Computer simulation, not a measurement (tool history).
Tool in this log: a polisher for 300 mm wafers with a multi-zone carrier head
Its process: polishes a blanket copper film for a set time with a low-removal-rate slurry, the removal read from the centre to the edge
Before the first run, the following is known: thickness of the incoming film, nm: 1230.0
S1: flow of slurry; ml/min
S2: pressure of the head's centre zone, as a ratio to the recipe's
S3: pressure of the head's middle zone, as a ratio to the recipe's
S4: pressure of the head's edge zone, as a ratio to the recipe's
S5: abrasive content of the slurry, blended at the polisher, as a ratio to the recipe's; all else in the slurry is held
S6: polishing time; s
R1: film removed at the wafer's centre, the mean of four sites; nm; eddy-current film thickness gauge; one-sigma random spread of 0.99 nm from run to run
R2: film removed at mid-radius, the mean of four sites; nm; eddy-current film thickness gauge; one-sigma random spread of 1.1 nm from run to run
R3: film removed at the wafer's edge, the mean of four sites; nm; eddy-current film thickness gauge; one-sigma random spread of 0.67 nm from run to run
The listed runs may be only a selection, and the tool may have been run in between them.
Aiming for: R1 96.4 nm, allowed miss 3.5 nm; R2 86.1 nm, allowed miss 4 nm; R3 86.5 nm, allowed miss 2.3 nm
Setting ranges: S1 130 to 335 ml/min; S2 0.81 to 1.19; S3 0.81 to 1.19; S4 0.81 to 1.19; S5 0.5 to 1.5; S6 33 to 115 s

{"run": 1, "hour": 0.0, "S1": 215, "S2": 1, "S3": 1, "S4": 1, "S5": 1, "S6": 73, "R1": 120.95, "R2": 123.88, "R3": 126.85}
{"run": 2, "hour": 7.7, "S1": 215, "S2": 1.01, "S3": 0.99, "S4": 0.99, "S5": 0.95, "S6": 71, "R1": 117.59, "R2": 117.6, "R3": 122.97}
{"run": 3, "hour": 9.9, "S1": 215, "S2": 1.01, "S3": 0.99, "S4": 0.99, "S5": 0.95, "S6": 63, "R1": 103.63, "R2": 106.58, "R3": 107.48}
{"run": 4, "hour": 16.3, "S1": 170, "S2": 1.01, "S3": 0.99, "S4": 0.99, "S5": 0.95, "S6": 63, "R1": 98.013, "R2": 102.06, "R3": 105.39}
{"run": 5, "hour": 23.5, "S1": 170, "S2": 1.01, "S3": 0.99, "S4": 0.99, "S5": 0.95, "S6": 71, "R1": 112.71, "R2": 114.69, "R3": 117.58}
{"run": 6, "hour": 31.1, "S1": 170, "S2": 1.02, "S3": 0.98, "S4": 0.98, "S5": 0.9, "S6": 70, "R1": 113.03, "R2": 109.37, "R3": 114.9}
{"run": 7, "hour": 33.9, "S1": 170, "S2": 1.02, "S3": 0.98, "S4": 0.97, "S5": 0.85, "S6": 69, "R1": 108.63, "R2": 109.1, "R3": 112.42}
{"run": 8, "hour": 37.7, "S1": 170, "S2": 1.03, "S3": 0.98, "S4": 0.96, "S5": 0.8, "S6": 68, "R1": 108.23, "R2": 105.1, "R3": 108.31}
{"run": 9, "hour": 38.9, "S1": 170, "S2": 1.03, "S3": 0.98, "S4": 0.96, "S5": 0.8, "S6": 68, "R1": 106.06, "R2": 103.95, "R3": 108.16}
{"run": 10, "hour": 46.6, "S1": 170, "S2": 1.04, "S3": 0.98, "S4": 0.95, "S5": 0.75, "S6": 67, "R1": 104.89, "R2": 102.98, "R3": 105.61}
{"run": 11, "hour": 55.4, "S1": 170, "S2": 1.05, "S3": 0.98, "S4": 0.94, "S5": 0.7, "S6": 66, "R1": 103.88, "R2": 99.289, "R3": 103.49}
{"hour": 64.2, "done": "worn pad replaced by a new one"}
{"run": 12, "hour": 64.2, "S1": 170, "S2": 1.06, "S3": 0.98, "S4": 0.93, "S5": 0.7, "S6": 65, "R1": 110.31, "R2": 103.67, "R3": 106.37}

Which one of the following 5 next-run settings gets every result inside its allowed miss? There is exactly one.
{"run": "A", "hour": 73.0, "S1": 160, "S2": 1.01, "S3": 0.88, "S4": 0.93, "S5": 0.6, "S6": 59, "R1": "?", "R2": "?", "R3": "?"}
{"run": "B", "hour": 73.0, "S1": 175, "S2": 1.15, "S3": 0.99, "S4": 0.93, "S5": 0.8, "S6": 52, "R1": "?", "R2": "?", "R3": "?"}
{"run": "C", "hour": 73.0, "S1": 210, "S2": 1.11, "S3": 1.04, "S4": 0.87, "S5": 0.9, "S6": 56, "R1": "?", "R2": "?", "R3": "?"}
{"run": "D", "hour": 73.0, "S1": 160, "S2": 1.18, "S3": 0.96, "S4": 0.97, "S5": 0.9, "S6": 65, "R1": "?", "R2": "?", "R3": "?"}
{"run": "E", "hour": 73.0, "S1": 185, "S2": 0.98, "S3": 1.18, "S4": 0.85, "S5": 0.65, "S6": 78, "R1": "?", "R2": "?", "R3": "?"}

move=A R1=93.333 R2=85.867 R3=92.798
move=B R1=99.53 R2=86.728 R3=86.802
move=C R1=109.27 R2=101.25 R3=94.498
move=D R1=127.91 R2=106.9 R3=111.78
move=E R1=125.18 R2=142.01 R3=121.15
A: better than the last run, though not everything is in spec
B: every result lands within tolerance
C: better than the last run, though not everything is in spec
D: misses by more than the last run did
E: misses by more than the last run did
The right move is B.

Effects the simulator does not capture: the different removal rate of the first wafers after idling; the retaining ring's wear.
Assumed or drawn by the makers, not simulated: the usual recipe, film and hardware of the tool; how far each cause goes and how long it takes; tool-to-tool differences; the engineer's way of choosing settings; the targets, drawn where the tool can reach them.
